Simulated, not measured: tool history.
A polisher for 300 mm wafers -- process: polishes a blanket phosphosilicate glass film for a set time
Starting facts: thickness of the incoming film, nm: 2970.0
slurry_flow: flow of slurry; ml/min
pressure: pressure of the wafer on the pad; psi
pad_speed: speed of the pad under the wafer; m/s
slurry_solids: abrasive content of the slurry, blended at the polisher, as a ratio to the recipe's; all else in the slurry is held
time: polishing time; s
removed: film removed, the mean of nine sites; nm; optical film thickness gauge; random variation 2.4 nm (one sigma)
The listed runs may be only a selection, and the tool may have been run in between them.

| run | hour | slurry_flow | pressure | pad_speed | slurry_solids | time | removed |
|---|---|---|---|---|---|---|---|
| 1 | 0 | 225 | 2.6 | 1.3 | 1 | 35 | 225.49 |
| 2 | 3 | 225 | 2.6 | 1.3 | 1 | 31 | 202.48 |
| 3 | 6 | 225 | 2.6 | 1.3 | 1 | 31 | 199.86 |
| 4 | 10.2 | 225 | 2.7 | 1.3 | 1 | 31 | 208.26 |
| 5 | 16.6 | 225 | 2.8 | 1.3 | 1 | 31 | 212.6 |
| 6 | 22.7 | 225 | 3.4 | 1.3 | 1 | 31 | 251.86 |
| 7 | 31.1 | 235 | 3.7 | 1.3 | 1 | 31 | 272.63 |

Estimate the outcome of run 8 from the log above:
| 8 | 32.6 | 235 | 3.8 | 1.3 | 1 | 31 | ? |

Run 8 produced removed 281.88 nm.
